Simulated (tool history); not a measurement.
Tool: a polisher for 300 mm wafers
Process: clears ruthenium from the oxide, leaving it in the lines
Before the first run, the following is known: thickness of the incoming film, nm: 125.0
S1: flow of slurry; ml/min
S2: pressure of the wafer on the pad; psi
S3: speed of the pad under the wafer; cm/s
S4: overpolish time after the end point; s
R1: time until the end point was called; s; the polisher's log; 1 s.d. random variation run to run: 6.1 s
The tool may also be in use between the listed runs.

run	hour	S1	S2	S3	S4	R1
1	0.0	270	1.6	124	5	109.55
2	6.7	265	1.3	106	5	154.49
3	9.2	265	1.3	130	5	128.02
4	11.3	295	1.3	130	5	128.18
5	16.7	295	1.3	130	5	130.92
6	21.9	300	1.1	112	5	177.87

Run 7 comes next. What will it give?
7	29.3	300	1.1	112	5	?

{"run 7": {"R1": 171.82}}

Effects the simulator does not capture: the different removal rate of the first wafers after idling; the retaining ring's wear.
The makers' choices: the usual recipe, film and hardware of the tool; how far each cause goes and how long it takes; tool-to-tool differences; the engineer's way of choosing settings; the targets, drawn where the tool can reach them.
